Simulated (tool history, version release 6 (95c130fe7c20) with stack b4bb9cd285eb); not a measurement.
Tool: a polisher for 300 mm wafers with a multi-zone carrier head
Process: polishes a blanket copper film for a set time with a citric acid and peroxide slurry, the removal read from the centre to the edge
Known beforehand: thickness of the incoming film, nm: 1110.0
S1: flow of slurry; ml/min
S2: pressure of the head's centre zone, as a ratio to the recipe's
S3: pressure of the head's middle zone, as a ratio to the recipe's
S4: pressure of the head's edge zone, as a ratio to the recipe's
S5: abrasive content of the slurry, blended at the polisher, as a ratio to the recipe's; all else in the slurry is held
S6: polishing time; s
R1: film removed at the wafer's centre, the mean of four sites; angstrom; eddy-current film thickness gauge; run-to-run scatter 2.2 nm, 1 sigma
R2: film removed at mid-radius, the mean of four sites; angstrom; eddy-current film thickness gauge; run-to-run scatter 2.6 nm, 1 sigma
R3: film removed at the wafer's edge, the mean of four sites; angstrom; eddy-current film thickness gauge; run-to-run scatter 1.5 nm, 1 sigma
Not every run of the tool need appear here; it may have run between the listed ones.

run 1 day=0.000 | S1=250 S2=1.00 S3=1.00 S4=1.00 S5=1.00 S6=45 | R1=1431.7 R2=1475.7 R3=1485.0
run 2 day=0.242 | S1=255 S2=1.00 S3=1.02 S4=1.03 S5=1.10 S6=47 | R1=1554.0 R2=1624.7 R3=1609.3
run 3 day=0.304 | S1=260 S2=0.99 S3=1.03 S4=1.05 S5=1.15 S6=49 | R1=1604.6 R2=1715.1 R3=1717.2
run 4 day=0.642 | S1=260 S2=0.99 S3=1.07 S4=1.05 S5=1.15 S6=49 | R1=1627.1 R2=1749.1 R3=1736.6
run 5 day=0.688 | S1=260 S2=1.05 S3=1.07 S4=1.05 S5=1.15 S6=49 | R1=1689.7 R2=1718.6 R3=1725.3
run 6 day=0.888 | S1=260 S2=1.05 S3=1.07 S4=1.05 S5=1.00 S6=49 | R1=1697.2 R2=1697.9 R3=1673.6

Run 7 has not been measured yet. What should we expect?
run 7 day=1.192 | S1=270 S2=1.04 S3=1.09 S4=1.06 S5=1.10 S6=50 | R1=? R2=? R3=?

R1: 1738.9 angstrom
R2: 1813.6 angstrom
R3: 1754.5 angstrom
